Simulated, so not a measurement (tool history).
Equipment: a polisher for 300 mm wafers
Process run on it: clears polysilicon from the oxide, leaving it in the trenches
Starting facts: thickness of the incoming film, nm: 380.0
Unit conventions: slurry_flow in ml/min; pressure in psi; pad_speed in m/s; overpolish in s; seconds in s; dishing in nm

run 1 hour=0 | slurry_flow=245 pressure=2.2 pad_speed=1.12 overpolish=9 | seconds=25.91 dishing=60.97
run 2 hour=5.6 | slurry_flow=245 pressure=2.3 pad_speed=1.14 overpolish=9 | seconds=23.306 dishing=64.192
run 3 hour=13.9 | slurry_flow=245 pressure=2.4 pad_speed=1.14 overpolish=9 | seconds=23.713 dishing=66.092
run 4 hour=16.2 | slurry_flow=245 pressure=2.6 pad_speed=1.14 overpolish=9 | seconds=22.175 dishing=66.733
run 5 hour=23.1 | slurry_flow=245 pressure=2.7 pad_speed=1.18 overpolish=9 | seconds=19.787 dishing=70.126
run 6 hour=30.5 | slurry_flow=245 pressure=2.8 pad_speed=1.2 overpolish=9 | seconds=18.279 dishing=71.596

What will run 7 give?
run 7 hour=32.3 | slurry_flow=245 pressure=2.9 pad_speed=1.2 overpolish=9 | seconds=? dishing=?

Run 7 produced seconds 18.603 s, dishing 72.643 nm.
